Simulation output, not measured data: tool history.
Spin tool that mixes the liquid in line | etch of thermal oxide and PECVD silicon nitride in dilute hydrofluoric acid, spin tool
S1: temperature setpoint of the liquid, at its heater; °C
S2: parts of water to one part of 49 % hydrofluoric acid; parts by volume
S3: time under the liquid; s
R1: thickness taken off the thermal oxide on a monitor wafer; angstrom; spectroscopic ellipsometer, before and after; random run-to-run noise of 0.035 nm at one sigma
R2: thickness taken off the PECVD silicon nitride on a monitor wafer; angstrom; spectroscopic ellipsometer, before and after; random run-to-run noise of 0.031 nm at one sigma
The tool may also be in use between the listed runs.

Run 1, hour 0: S1 21 °C, S2 100 parts by volume, S3 105 s. Result: R1 45.266 angstrom, R2 46.333 angstrom.
Run 2, hour 4.2: S1 23 °C, S2 100 parts by volume, S3 105 s. Result: R1 49.267 angstrom, R2 53.213 angstrom.
Run 3, hour 7.4: S1 23 °C, S2 85 parts by volume, S3 105 s. Result: R1 58.766 angstrom, R2 62.75 angstrom.
Run 4, hour 11.9: S1 22.5 °C, S2 85 parts by volume, S3 105 s. Result: R1 57.93 angstrom, R2 60.245 angstrom.
Run 5, hour 12.9: S1 22.5 °C, S2 85 parts by volume, S3 145 s. Result: R1 80.127 angstrom, R2 83.944 angstrom.
Run 6, hour 17.9: S1 22.5 °C, S2 120 parts by volume, S3 145 s. Result: R1 53.482 angstrom, R2 59.322 angstrom.

Run 7 comes next. What will it give?
Run 7, hour 18.8: S1 22 °C, S2 120 parts by volume, S3 145 s. Result: R1 ?, R2 ?.

{"run 7": {"R1": 52.823, "R2": 56.708}}
